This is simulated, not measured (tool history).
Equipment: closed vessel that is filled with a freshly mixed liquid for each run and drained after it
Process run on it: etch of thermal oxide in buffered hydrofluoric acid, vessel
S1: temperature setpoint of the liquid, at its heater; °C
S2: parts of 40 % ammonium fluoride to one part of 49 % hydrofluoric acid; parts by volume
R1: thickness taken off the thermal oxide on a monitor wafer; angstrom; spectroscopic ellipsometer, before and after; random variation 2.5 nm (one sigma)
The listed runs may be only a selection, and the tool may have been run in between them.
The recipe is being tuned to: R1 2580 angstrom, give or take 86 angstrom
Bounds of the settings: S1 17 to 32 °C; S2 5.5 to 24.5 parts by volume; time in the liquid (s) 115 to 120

run 1 day=0 | S1=25 S2=15 time_in_the_liquid_(s)=115 | R1=934.75
run 2 day=0.179 | S1=26.5 S2=12.5 time_in_the_liquid_(s)=115 | R1=1193.8
run 3 day=0.375 | S1=24.5 S2=12.5 time_in_the_liquid_(s)=115 | R1=1075.4
run 4 day=0.65 | S1=24.5 S2=16 time_in_the_liquid_(s)=115 | R1=843.99
run 5 day=1.017 | S1=23 S2=16 time_in_the_liquid_(s)=115 | R1=769.16
run 6 day=1.171 | S1=25 S2=13.5 time_in_the_liquid_(s)=115 | R1=1030.7
run 7 day=1.392 | S1=26.5 S2=11.5 time_in_the_liquid_(s)=115 | R1=1284
run 8 day=1.7 | S1=27.5 S2=10 time_in_the_liquid_(s)=115 | R1=1550.3
run 9 day=1.846 | S1=28.5 S2=9 time_in_the_liquid_(s)=115 | R1=1798.9
run 10 day=2.167 | S1=32 S2=6.5 time_in_the_liquid_(s)=115 | R1=2967.1
run 11 day=2.288 | S1=32 S2=6.5 time_in_the_liquid_(s)=115 | R1=3015.4
run 12 day=2.475 | S1=31.5 S2=6.5 time_in_the_liquid_(s)=115 | R1=2912.9
run 13 day=2.658 | S1=31 S2=6.5 time_in_the_liquid_(s)=115 | R1=2811.4
run 14 day=2.996 | S1=30.5 S2=6.5 time_in_the_liquid_(s)=115 | R1=2760.3
run 15 day=3.142 | S1=30 S2=6.5 time_in_the_liquid_(s)=115 | R1=2689.9

Below are 5 possible settings for the next run. Only one of them brings all results inside the allowed miss of their targets. Which is it?
run A day=3.288 | S1=29.5 S2=6 time_in_the_liquid_(s)=120 | R1=?
run B day=3.288 | S1=31 S2=6.5 time_in_the_liquid_(s)=115 | R1=?
run C day=3.288 | S1=32 S2=7 time_in_the_liquid_(s)=120 | R1=?
run D day=3.288 | S1=26 S2=5.5 time_in_the_liquid_(s)=120 | R1=?
run E day=3.288 | S1=27 S2=5.5 time_in_the_liquid_(s)=120 | R1=?

move=A R1=2906.9
move=B R1=2811.6
move=C R1=2897.9
move=D R1=2598.5
move=E R1=2741.3
A: moves away from the targets compared with the last run
B: moves away from the targets compared with the last run
C: moves away from the targets compared with the last run
D: every result within its allowed miss
E: moves away from the targets compared with the last run
D is the move that brings every result within its allowed miss.
